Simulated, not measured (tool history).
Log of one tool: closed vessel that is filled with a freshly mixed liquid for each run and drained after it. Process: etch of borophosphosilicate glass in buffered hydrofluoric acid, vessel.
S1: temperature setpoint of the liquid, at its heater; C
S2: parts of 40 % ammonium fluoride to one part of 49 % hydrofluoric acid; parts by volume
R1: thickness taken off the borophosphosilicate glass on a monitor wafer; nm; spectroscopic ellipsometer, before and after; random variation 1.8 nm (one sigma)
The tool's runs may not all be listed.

Run 1, hour 0: S1 23 C, S2 10.5 parts by volume, time in the liquid (s) 85. Result: R1 186.93 nm.
Run 2, hour 8.3: S1 24 C, S2 10.5 parts by volume, time in the liquid (s) 85. Result: R1 201.05 nm.
Run 3, hour 10.1: S1 24 C, S2 12.5 parts by volume, time in the liquid (s) 85. Result: R1 170.31 nm.
Run 4, hour 17.7: S1 24 C, S2 12.5 parts by volume, time in the liquid (s) 95. Result: R1 187.69 nm.
Run 5, hour 25.2: S1 25 C, S2 12.5 parts by volume, time in the liquid (s) 95. Result: R1 197.86 nm.
Run 6, hour 28.3: S1 25 C, S2 12.5 parts by volume, time in the liquid (s) 95. Result: R1 198.68 nm.
Run 7, hour 34.8: S1 26 C, S2 12.5 parts by volume, time in the liquid (s) 95. Result: R1 211.53 nm.

What will run 8 give?
Run 8, hour 43: S1 26.5 C, S2 12.5 parts by volume, time in the liquid (s) 95. Result: R1 ?.

{"run 8": {"R1": 216.95}}
